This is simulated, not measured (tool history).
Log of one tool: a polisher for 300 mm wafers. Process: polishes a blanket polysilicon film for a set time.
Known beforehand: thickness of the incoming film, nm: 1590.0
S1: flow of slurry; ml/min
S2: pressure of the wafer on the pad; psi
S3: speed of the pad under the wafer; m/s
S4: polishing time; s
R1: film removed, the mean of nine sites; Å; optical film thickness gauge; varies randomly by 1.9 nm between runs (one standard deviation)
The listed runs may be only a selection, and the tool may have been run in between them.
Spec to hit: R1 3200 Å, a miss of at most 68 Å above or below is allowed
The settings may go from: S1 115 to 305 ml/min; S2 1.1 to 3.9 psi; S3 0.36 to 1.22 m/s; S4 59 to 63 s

run,hour,S1,S2,S3,S4,R1
1,0,195,2.5,0.78,59,4031.7
2,5.8,195,2.8,0.78,59,4464.7
3,6.4,185,2.5,0.78,59,4008.5
4,9.4,185,2.5,0.92,59,4702.3
5,17.4,185,2.5,0.92,63,5070.7
# hour 25.2: head pressure recalibrated
6,25.2,210,2.5,0.92,63,4828
7,26.8,210,2.5,0.92,63,4840.5
8,29.7,235,2.3,0.92,63,4582
9,31.4,235,2,0.92,63,4129.7

Pick the move, out of 5, that brings all results within their allowed miss; only one does.
A,33.1,210,2.1,0.82,59,?
B,33.1,240,2.7,1.02,63,?
C,33.1,270,1.9,0.78,59,?
D,33.1,215,1.9,0.72,60,?
E,33.1,225,1.6,0.74,59,?

move,R1
A,3540.9
B,5781.5
C,3204.4
D,2949.4
E,2638
A: moves toward the targets from the last run without getting all of them in spec
B: misses by more than the last run did
C: every result lands within tolerance
D: moves the result that the last run missed by most past its target, out the other side
E: moves the result that the last run missed by most past its target, out the other side
The right move is C.
